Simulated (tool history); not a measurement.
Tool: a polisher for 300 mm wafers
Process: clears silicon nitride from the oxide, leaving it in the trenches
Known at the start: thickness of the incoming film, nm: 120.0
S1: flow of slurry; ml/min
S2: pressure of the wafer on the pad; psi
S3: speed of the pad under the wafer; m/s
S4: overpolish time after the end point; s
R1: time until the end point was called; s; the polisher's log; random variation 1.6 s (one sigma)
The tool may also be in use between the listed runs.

| run | hour | S1 | S2 | S3 | S4 | R1 |
|---|---|---|---|---|---|---|
| 1 | 0.0 | 165 | 3.4 | 0.76 | 5 | 141.27 |
| 2 | 3.5 | 195 | 3.4 | 0.76 | 5 | 139.09 |
| 3 | 6.7 | 195 | 3.4 | 0.68 | 5 | 157.32 |
| 4 | 11.9 | 195 | 3.9 | 0.68 | 5 | 132.97 |
| 5 | 13.4 | 230 | 3.9 | 0.68 | 5 | 134.71 |
| 6 | 18.4 | 210 | 3.9 | 0.68 | 5 | 134.79 |
| 7 | 22.1 | 210 | 4.2 | 0.68 | 5 | 119.96 |
| 8 | 22.7 | 210 | 4.4 | 0.68 | 5 | 118.14 |

The next listed run, before its measurement:
| 9 | 24.5 | 210 | 4.6 | 0.68 | 5 | ? |

Run 9 gave R1 111.58 s.
